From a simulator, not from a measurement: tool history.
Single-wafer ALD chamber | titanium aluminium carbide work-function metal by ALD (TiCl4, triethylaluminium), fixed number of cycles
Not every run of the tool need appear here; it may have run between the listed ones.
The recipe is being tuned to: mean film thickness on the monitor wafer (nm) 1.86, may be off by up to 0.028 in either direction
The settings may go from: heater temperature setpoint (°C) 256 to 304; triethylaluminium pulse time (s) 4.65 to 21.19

run,day,heater temperature setpoint (°C),triethylaluminium pulse time (s),mean film thickness on the monitor wafer (nm)
1,0,280,12.92,1.9781
2,0.1,280,14.8,1.9973
3,0.371,280,16.68,2.0005
4,0.592,280,19.17,2.0108
5,0.708,275,18.91,1.9665
6,0.938,281,18.91,2.0099
7,1.129,269,16.44,1.9071
8,1.179,267,16.34,1.8939

4 next moves are on the table. One of them brings every result within its allowed miss. Which?
A,1.229,276,12.28,?
B,1.229,276,15.1,?
C,1.229,271,21.13,?
D,1.229,262,19.34,?

move,mean film thickness on the monitor wafer (nm)
A,1.9397
B,1.9601
C,1.9278
D,1.854
A: lands further from the targets than the last run did
B: lands further from the targets than the last run did
C: lands further from the targets than the last run did
D: in spec on every target
Answer: D
